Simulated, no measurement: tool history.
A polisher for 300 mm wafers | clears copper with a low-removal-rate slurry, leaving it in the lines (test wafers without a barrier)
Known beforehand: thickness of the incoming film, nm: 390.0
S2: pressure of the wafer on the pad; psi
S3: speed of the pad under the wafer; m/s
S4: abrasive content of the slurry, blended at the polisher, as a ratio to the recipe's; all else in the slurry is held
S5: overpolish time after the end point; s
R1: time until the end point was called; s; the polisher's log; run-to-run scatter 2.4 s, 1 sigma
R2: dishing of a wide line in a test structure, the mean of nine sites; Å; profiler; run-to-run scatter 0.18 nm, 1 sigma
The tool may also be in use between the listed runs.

{"run": 1, "hour": 0.0, "flow of slurry (ml/min)": 265, "S2": 2.5, "S3": 0.96, "S4": 1.0, "S5": 11, "R1": 143.0, "R2": 205.34}
{"run": 2, "hour": 1.5, "flow of slurry (ml/min)": 265, "S2": 2.4, "S3": 0.98, "S4": 1.0, "S5": 9, "R1": 150.58, "R2": 166.31}
{"run": 3, "hour": 2.3, "flow of slurry (ml/min)": 265, "S2": 2.4, "S3": 1.16, "S4": 1.0, "S5": 9, "R1": 137.5, "R2": 175.64}
{"run": 4, "hour": 9.5, "flow of slurry (ml/min)": 265, "S2": 2.8, "S3": 1.16, "S4": 1.0, "S5": 9, "R1": 119.88, "R2": 204.0}
{"run": 5, "hour": 12.7, "flow of slurry (ml/min)": 280, "S2": 2.5, "S3": 1.22, "S4": 1.1, "S5": 8, "R1": 122.66, "R2": 179.04}
{"run": 6, "hour": 16.9, "flow of slurry (ml/min)": 280, "S2": 2.5, "S3": 1.08, "S4": 1.1, "S5": 8, "R1": 135.88, "R2": 157.42}
{"run": 7, "hour": 21.1, "flow of slurry (ml/min)": 290, "S2": 2.5, "S3": 1.08, "S4": 1.15, "S5": 7, "R1": 132.89, "R2": 149.7}
{"run": 8, "hour": 25.8, "flow of slurry (ml/min)": 315, "S2": 2.4, "S3": 1.1, "S4": 1.2, "S5": 6, "R1": 136.94, "R2": 132.42}
{"run": 9, "hour": 30.7, "flow of slurry (ml/min)": 390, "S2": 1.9, "S3": 1.22, "S4": 1.45, "S5": 3, "R1": 143.57, "R2": 62.099}
{"run": 10, "hour": 33.5, "flow of slurry (ml/min)": 315, "S2": 2.2, "S3": 1.2, "S4": 1.25, "S5": 3, "R1": 133.38, "R2": 69.046}
{"run": 11, "hour": 41.6, "flow of slurry (ml/min)": 315, "S2": 2.2, "S3": 1.2, "S4": 1.25, "S5": 3, "R1": 136.41, "R2": 67.148}

Estimate the outcome of run 12 from the log above:
{"run": 12, "hour": 43.3, "flow of slurry (ml/min)": 320, "S2": 2.2, "S3": 1.18, "S4": 1.25, "S5": 3, "R1": "?", "R2": "?"}

{"run 12": {"R1": 133.79, "R2": 64.346}}
